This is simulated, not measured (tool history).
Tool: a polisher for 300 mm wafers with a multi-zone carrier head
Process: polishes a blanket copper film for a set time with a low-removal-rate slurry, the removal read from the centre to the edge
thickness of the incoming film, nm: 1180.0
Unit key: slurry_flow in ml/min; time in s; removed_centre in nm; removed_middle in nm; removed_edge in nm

run	hour	slurry_flow	centre_zone	middle_zone	edge_zone	slurry_solids	time	removed_centre	removed_middle	removed_edge
1	0	155	1	1	1	1	49	122.51	125.05	124.55
2	3.8	155	1	0.97	1	1	49	126.77	125.67	128.18
3	8.9	155	1	0.97	1	0.95	49	122.23	120.86	124.15
4	10	155	1	0.97	1	1	49	125.05	124.78	127.31
5	17.8	155	1	0.97	1	1	41	103.7	103.38	105.86
6	25.2	175	0.99	1.03	1.02	1.15	44	117.49	122.33	119.86
7	26.9	185	0.97	1.08	1.03	1.25	46	124.92	139.3	129.79
8	33.5	195	0.96	1.11	1.05	1.3	47	127.79	141.71	136.76
9	42.1	195	0.95	1.13	1.03	1.35	49	131.32	155.39	142
10	42.6	200	0.95	1.15	1.02	1.4	50	136.96	162.62	144.84
11	43.8	205	0.95	1.16	1.02	1.45	51	142.46	169.37	149.99

Predict the results of run 12:
12	46.1	210	0.94	1.17	1.02	1.45	52	?	?	?

Logged for run 12: removed_centre 144.69 nm, removed_middle 171.72 nm, removed_edge 151.59 nm.

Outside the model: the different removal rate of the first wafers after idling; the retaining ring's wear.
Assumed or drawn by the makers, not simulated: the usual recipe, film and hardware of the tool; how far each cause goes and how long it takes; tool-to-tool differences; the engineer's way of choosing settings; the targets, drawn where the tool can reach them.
